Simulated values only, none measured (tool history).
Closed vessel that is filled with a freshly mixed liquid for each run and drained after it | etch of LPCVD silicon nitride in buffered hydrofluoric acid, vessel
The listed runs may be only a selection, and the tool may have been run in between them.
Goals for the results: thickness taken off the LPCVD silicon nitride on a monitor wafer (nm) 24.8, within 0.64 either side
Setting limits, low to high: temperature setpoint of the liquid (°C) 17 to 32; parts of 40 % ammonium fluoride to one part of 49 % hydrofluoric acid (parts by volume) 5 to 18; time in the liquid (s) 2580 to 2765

run  hour  temperature setpoint of the liquid (°C)  parts of 40 % ammonium fluoride to one part of 49 % hydrofluoric acid (parts by volume)  time in the liquid (s)  thickness taken off the LPCVD silicon nitride on a monitor wafer (nm)
  1     0                                       24                                                                                       11                    2580                                                                 33.387
  2   8.7                                     22.5                                                                                       11                    2580                                                                 30.781
  3  11.3                                     21.5                                                                                       11                    2580                                                                 28.725
  4  13.9                                     21.5                                                                                       11                    2765                                                                 31.114
  5  19.3                                     21.5                                                                                      8.5                    2765                                                                 38.783
  6  20.7                                       20                                                                                        9                    2765                                                                 33.588
  7  26.8                                       19                                                                                      9.5                    2765                                                                 30.603
  8    33                                       17                                                                                       11                    2760                                                                 23.874

Exactly one of the 5 candidate moves below puts every result within its allowed miss. Which one?
  A  39.2                                       17                                                                                       11                    2665                                                                      ?
  B  39.2                                     17.5                                                                                       12                    2765                                                                      ?
  C  39.2                                       17                                                                                     10.5                    2700                                                                      ?
  D  39.2                                       20                                                                                       13                    2680                                                                      ?
  E  39.2                                       17                                                                                       11                    2670                                                                      ?

move  thickness taken off the LPCVD silicon nitride on a monitor wafer (nm)
   A                                                                 23.215
   B                                                                 22.762
   C                                                                 24.612
   D                                                                 23.493
   E                                                                 23.259
A: the biggest miss grows against the last run
B: the biggest miss grows against the last run
C: every result lands within tolerance
D: the biggest miss grows against the last run
E: the biggest miss grows against the last run
C meets every target.
